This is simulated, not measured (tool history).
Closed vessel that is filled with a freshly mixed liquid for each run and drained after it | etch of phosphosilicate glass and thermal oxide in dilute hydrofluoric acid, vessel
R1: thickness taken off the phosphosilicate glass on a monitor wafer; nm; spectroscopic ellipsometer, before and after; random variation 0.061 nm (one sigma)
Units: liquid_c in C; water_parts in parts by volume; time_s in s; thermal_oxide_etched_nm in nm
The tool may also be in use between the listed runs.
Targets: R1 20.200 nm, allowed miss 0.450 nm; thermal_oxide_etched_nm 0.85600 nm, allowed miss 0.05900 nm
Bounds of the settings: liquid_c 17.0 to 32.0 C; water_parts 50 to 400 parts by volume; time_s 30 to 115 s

Run 1, day 0.000: liquid_c 24.0 C, water_parts 225 parts by volume, time_s 60 s. Result: R1 27.956 nm, thermal_oxide_etched_nm 1.18130 nm.
Run 2, day 0.121: liquid_c 22.5 C, water_parts 230 parts by volume, time_s 60 s. Result: R1 25.816 nm, thermal_oxide_etched_nm 1.05920 nm.
Run 3, day 0.492: liquid_c 22.5 C, water_parts 230 parts by volume, time_s 80 s. Result: R1 34.406 nm, thermal_oxide_etched_nm 1.42750 nm.
Run 4, day 0.675: liquid_c 21.5 C, water_parts 245 parts by volume, time_s 80 s. Result: R1 30.386 nm, thermal_oxide_etched_nm 1.30550 nm.
Run 5, day 0.854: liquid_c 20.5 C, water_parts 255 parts by volume, time_s 80 s. Result: R1 28.070 nm, thermal_oxide_etched_nm 1.19890 nm.
Run 6, day 1.100: liquid_c 20.0 C, water_parts 265 parts by volume, time_s 80 s. Result: R1 26.204 nm, thermal_oxide_etched_nm 1.10050 nm.
Run 7, day 1.154: liquid_c 19.5 C, water_parts 270 parts by volume, time_s 80 s. Result: R1 25.088 nm, thermal_oxide_etched_nm 1.06190 nm.
Run 8, day 1.421: liquid_c 19.0 C, water_parts 275 parts by volume, time_s 80 s. Result: R1 24.161 nm, thermal_oxide_etched_nm 1.04040 nm.
Run 9, day 1.646: liquid_c 18.5 C, water_parts 280 parts by volume, time_s 80 s. Result: R1 23.122 nm, thermal_oxide_etched_nm 0.96083 nm.
Run 10, day 1.858: liquid_c 18.5 C, water_parts 285 parts by volume, time_s 80 s. Result: R1 22.493 nm, thermal_oxide_etched_nm 0.97569 nm.
Run 11, day 2.088: liquid_c 18.0 C, water_parts 290 parts by volume, time_s 80 s. Result: R1 21.635 nm, thermal_oxide_etched_nm 0.92788 nm.
Run 12, day 2.146: liquid_c 17.5 C, water_parts 295 parts by volume, time_s 80 s. Result: R1 20.919 nm, thermal_oxide_etched_nm 0.88210 nm.

4 next moves are on the table. One of them brings every result within its allowed miss. Which?
Run A, day 2.204: liquid_c 17.0 C, water_parts 210 parts by volume, time_s 55 s. Result: R1 ?, thermal_oxide_etched_nm ?.
Run B, day 2.204: liquid_c 19.0 C, water_parts 375 parts by volume, time_s 110 s. Result: R1 ?, thermal_oxide_etched_nm ?.
Run C, day 2.204: liquid_c 17.0 C, water_parts 315 parts by volume, time_s 85 s. Result: R1 ?, thermal_oxide_etched_nm ?.
Run D, day 2.204: liquid_c 18.0 C, water_parts 270 parts by volume, time_s 75 s. Result: R1 ?, thermal_oxide_etched_nm ?.

move      R1  thermal_oxide_etched_nm
   A  21.286                  0.90653
   B  22.296                  0.94958
   C  20.030                  0.85307
   D  22.248                  0.94755
A: further off than the last run
B: further off than the last run
C: meets every target
D: further off than the last run
Answer: C

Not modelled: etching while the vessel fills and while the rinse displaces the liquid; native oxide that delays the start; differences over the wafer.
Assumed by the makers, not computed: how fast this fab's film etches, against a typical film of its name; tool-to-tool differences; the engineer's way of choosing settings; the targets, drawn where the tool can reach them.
